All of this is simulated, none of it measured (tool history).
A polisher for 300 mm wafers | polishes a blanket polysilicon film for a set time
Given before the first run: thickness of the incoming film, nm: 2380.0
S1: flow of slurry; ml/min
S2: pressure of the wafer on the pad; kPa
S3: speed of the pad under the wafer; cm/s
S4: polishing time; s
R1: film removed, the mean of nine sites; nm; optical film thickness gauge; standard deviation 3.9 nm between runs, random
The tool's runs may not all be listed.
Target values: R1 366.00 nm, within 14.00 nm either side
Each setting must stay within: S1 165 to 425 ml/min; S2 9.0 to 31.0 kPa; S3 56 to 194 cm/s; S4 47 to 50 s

{"run": 1, "hour": 0.0, "S1": 275, "S2": 20.0, "S3": 124, "S4": 47, "R1": 447.48}
{"run": 2, "hour": 5.7, "S1": 275, "S2": 20.0, "S3": 124, "S4": 50, "R1": 470.27}
{"run": 3, "hour": 13.5, "S1": 275, "S2": 20.0, "S3": 124, "S4": 50, "R1": 471.44}
{"run": 4, "hour": 17.3, "S1": 275, "S2": 18.6, "S3": 124, "S4": 50, "R1": 444.35}
{"run": 5, "hour": 18.3, "S1": 225, "S2": 18.6, "S3": 124, "S4": 50, "R1": 437.67}
{"run": 6, "hour": 21.1, "S1": 225, "S2": 17.9, "S3": 124, "S4": 50, "R1": 424.52}
{"run": 7, "hour": 28.6, "S1": 225, "S2": 17.2, "S3": 124, "S4": 50, "R1": 408.46}
{"run": 8, "hour": 35.1, "S1": 225, "S2": 16.5, "S3": 124, "S4": 50, "R1": 397.88}
{"run": 9, "hour": 43.9, "S1": 225, "S2": 15.9, "S3": 124, "S4": 50, "R1": 387.75}

Which single option among these 5 for the next run brings every result within its allowed miss of target? Just one does.
{"run": "A", "hour": 52.7, "S1": 185, "S2": 16.5, "S3": 124, "S4": 47, "R1": "?"}
{"run": "B", "hour": 52.7, "S1": 230, "S2": 16.5, "S3": 132, "S4": 50, "R1": "?"}
{"run": "C", "hour": 52.7, "S1": 235, "S2": 17.9, "S3": 116, "S4": 50, "R1": "?"}
{"run": "D", "hour": 52.7, "S1": 185, "S2": 19.3, "S3": 100, "S4": 47, "R1": "?"}
{"run": "E", "hour": 52.7, "S1": 240, "S2": 14.5, "S3": 122, "S4": 48, "R1": "?"}

move=A R1=367.26
move=B R1=421.67
move=C R1=397.48
move=D R1=338.22
move=E R1=338.38
A: hits every target within its allowed miss
B: the biggest miss grows against the last run
C: the biggest miss grows against the last run
D: pushes the last run's worst result past its target
E: pushes the last run's worst result past its target
The right move is A.

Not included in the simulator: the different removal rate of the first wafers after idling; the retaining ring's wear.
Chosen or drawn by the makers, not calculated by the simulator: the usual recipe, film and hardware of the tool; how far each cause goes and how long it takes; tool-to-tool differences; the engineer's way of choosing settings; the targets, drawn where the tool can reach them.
